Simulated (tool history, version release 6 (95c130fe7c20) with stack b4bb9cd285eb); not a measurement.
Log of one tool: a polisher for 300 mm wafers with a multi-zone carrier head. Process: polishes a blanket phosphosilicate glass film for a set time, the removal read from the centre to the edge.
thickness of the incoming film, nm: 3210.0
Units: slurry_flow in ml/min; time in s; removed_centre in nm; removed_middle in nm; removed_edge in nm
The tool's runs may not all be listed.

run,day,slurry_flow,centre_zone,middle_zone,edge_zone,slurry_solids,time,removed_centre,removed_middle,removed_edge
1,0,315,1,1,1,1,61,404.28,403.58,395.4
2,0.225,315,1,1,1,1,72,474.25,470.92,471.95
3,0.367,315,1,1,1.06,1,72,470.64,465.97,479.18
4,0.492,320,0.98,1.01,1.03,0.9,67,422.89,436.66,436.14
5,0.838,315,0.97,1.01,1,0.8,61,364.95,376.42,367.78
6,1.046,315,0.97,1.01,1.07,0.8,61,367.68,377.56,383.94

Forecast run 7:
7,1.096,310,0.95,1.01,1.03,0.75,58,?,?,?

removed_centre: 334.75 nm
removed_middle: 351.76 nm
removed_edge: 357.65 nm
